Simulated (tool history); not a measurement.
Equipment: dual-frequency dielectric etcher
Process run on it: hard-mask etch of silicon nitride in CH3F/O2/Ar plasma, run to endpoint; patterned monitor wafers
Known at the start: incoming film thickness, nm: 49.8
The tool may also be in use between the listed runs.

run,hour,source power (kW),bias power (kW),endpoint time (s)
1,0.0,0.300,0.095,75.404
2,6.6,0.350,0.095,70.603
3,13.3,0.330,0.093,72.667
4,18.4,0.330,0.103,71.283
5,19.9,0.310,0.100,73.612
6,22.9,0.290,0.098,77.119

Predict the results of run 7:
7,28.1,0.280,0.097,?

{"run 7": {"endpoint time (s)": 78.105}}

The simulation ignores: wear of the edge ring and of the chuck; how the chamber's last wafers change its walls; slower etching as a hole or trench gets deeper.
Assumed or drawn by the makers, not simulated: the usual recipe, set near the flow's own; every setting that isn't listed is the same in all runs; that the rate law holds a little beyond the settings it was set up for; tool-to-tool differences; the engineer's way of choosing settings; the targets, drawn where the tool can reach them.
